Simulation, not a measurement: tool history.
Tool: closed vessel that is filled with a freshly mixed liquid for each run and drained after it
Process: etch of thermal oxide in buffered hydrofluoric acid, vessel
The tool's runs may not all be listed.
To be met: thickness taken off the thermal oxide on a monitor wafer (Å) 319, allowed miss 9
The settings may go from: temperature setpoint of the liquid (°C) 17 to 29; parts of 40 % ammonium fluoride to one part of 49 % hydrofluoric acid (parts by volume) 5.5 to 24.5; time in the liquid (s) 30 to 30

run  hour  temperature setpoint of the liquid (°C)  parts of 40 % ammonium fluoride to one part of 49 % hydrofluoric acid (parts by volume)  time in the liquid (s)  thickness taken off the thermal oxide on a monitor wafer (Å)
  1     0                                       21                                                                                       15                      30                                                        178.42
  2   5.9                                       21                                                                                       12                      30                                                         222.7
  3   7.5                                       21                                                                                     10.5                      30                                                        254.44
  4    16                                     19.5                                                                                     10.5                      30                                                        231.63
  5  23.4                                       17                                                                                     10.5                      30                                                        202.09
  6  28.1                                       17                                                                                      8.5                      30                                                        241.73
  7  29.3                                       21                                                                                      8.5                      30                                                        300.72
  8  33.8                                     21.5                                                                                      8.5                      30                                                        309.98

Which of these 4 next moves meets every target?
  A  38.3                                     19.5                                                                                        8                      30                                                             ?
  B  38.3                                       22                                                                                      8.5                      30                                                             ?
  C  38.3                                     20.5                                                                                      7.5                      30                                                             ?
  D  38.3                                       21                                                                                      8.5                      30                                                             ?

move  thickness taken off the thermal oxide on a monitor wafer (Å)
   A                                                        296.41
   B                                                           319
   C                                                        336.14
   D                                                        301.81
A: further off than the last run
B: meets every target
C: takes the result that was furthest off past its target
D: further off than the last run
The right move is B.
